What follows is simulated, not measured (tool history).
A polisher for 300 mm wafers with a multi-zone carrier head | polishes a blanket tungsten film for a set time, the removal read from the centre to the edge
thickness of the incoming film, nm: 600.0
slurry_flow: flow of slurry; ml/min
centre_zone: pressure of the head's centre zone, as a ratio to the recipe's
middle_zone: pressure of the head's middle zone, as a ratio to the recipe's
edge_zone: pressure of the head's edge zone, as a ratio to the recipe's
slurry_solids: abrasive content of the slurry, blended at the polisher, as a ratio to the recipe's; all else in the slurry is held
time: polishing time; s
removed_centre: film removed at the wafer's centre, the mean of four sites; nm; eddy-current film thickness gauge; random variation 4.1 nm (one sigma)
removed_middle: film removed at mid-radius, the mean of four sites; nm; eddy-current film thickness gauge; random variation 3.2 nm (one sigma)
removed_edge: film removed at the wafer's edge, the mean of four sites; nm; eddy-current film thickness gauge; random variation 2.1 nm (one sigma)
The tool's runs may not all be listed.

run 1 hour=0 | slurry_flow=195 centre_zone=1 middle_zone=1 edge_zone=1 slurry_solids=1 time=47 | removed_centre=202.41 removed_middle=197.17 removed_edge=200.67
run 2 hour=6.4 | slurry_flow=195 centre_zone=1 middle_zone=1 edge_zone=1.08 slurry_solids=1 time=47 | removed_centre=194.61 removed_middle=196.76 removed_edge=207.28
run 3 hour=12.5 | slurry_flow=195 centre_zone=1 middle_zone=1 edge_zone=1.08 slurry_solids=0.8 time=47 | removed_centre=194.79 removed_middle=189.69 removed_edge=202.12
run 4 hour=13.6 | slurry_flow=220 centre_zone=1 middle_zone=1 edge_zone=1.08 slurry_solids=0.8 time=47 | removed_centre=191.89 removed_middle=194.65 removed_edge=204.67
run 5 hour=19.3 | slurry_flow=220 centre_zone=1 middle_zone=0.97 edge_zone=1.08 slurry_solids=0.8 time=47 | removed_centre=191.64 removed_middle=190.05 removed_edge=207.84
run 6 hour=26.6 | slurry_flow=270 centre_zone=1 middle_zone=0.97 edge_zone=1.08 slurry_solids=0.8 time=47 | removed_centre=196.36 removed_middle=193.58 removed_edge=208.76

Run 7 comes next. What will it give?
run 7 hour=31.5 | slurry_flow=270 centre_zone=1.05 middle_zone=0.99 edge_zone=1.08 slurry_solids=0.95 time=50 | removed_centre=? removed_middle=? removed_edge=?

removed_centre: 224.72 nm
removed_middle: 215.98 nm
removed_edge: 230.43 nm
